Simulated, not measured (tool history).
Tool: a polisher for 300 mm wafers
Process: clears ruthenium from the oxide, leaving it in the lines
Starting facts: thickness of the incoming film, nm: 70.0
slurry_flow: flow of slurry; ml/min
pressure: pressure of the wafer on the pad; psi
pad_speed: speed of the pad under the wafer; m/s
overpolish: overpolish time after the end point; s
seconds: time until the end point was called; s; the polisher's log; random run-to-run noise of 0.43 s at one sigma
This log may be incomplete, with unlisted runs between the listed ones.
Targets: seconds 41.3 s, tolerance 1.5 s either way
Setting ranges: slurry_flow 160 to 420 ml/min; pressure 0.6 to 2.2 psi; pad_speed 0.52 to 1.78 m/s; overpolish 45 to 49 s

{"run": 1, "hour": 0.0, "slurry_flow": 270, "pressure": 1.4, "pad_speed": 1.14, "overpolish": 45, "seconds": 79.837}
{"run": 2, "hour": 8.1, "slurry_flow": 270, "pressure": 1.4, "pad_speed": 1.14, "overpolish": 45, "seconds": 80.997}
{"run": 3, "hour": 16.5, "slurry_flow": 270, "pressure": 1.4, "pad_speed": 1.4, "overpolish": 45, "seconds": 66.679}
{"run": 4, "hour": 17.3, "slurry_flow": 240, "pressure": 1.4, "pad_speed": 1.4, "overpolish": 45, "seconds": 65.372}
{"run": 5, "hour": 23.1, "slurry_flow": 240, "pressure": 1.6, "pad_speed": 1.4, "overpolish": 45, "seconds": 58.564}
{"run": 6, "hour": 25.4, "slurry_flow": 240, "pressure": 1.8, "pad_speed": 1.4, "overpolish": 45, "seconds": 52.893}
{"hour": 26.1, "done": "head pressure recalibrated"}
{"run": 7, "hour": 26.1, "slurry_flow": 240, "pressure": 1.9, "pad_speed": 1.42, "overpolish": 45, "seconds": 44.573}
{"run": 8, "hour": 33.6, "slurry_flow": 250, "pressure": 1.9, "pad_speed": 1.42, "overpolish": 45, "seconds": 45.121}

Which one of the following 4 next-run settings gets every result inside its allowed miss? There is exactly one.
{"run": "A", "hour": 41.1, "slurry_flow": 255, "pressure": 2.1, "pad_speed": 1.54, "overpolish": 49, "seconds": "?"}
{"run": "B", "hour": 41.1, "slurry_flow": 245, "pressure": 1.8, "pad_speed": 1.48, "overpolish": 49, "seconds": "?"}
{"run": "C", "hour": 41.1, "slurry_flow": 210, "pressure": 2, "pad_speed": 1.5, "overpolish": 45, "seconds": "?"}
{"run": "D", "hour": 41.1, "slurry_flow": 215, "pressure": 2, "pad_speed": 1.62, "overpolish": 48, "seconds": "?"}

move=A seconds=38.482
move=B seconds=45.985
move=C seconds=42.083
move=D seconds=38.928
A: moves the result that the last run missed by most past its target, out the other side
B: misses by more than the last run did
C: every result lands within tolerance
D: moves the result that the last run missed by most past its target, out the other side
Go with C: it meets all targets.

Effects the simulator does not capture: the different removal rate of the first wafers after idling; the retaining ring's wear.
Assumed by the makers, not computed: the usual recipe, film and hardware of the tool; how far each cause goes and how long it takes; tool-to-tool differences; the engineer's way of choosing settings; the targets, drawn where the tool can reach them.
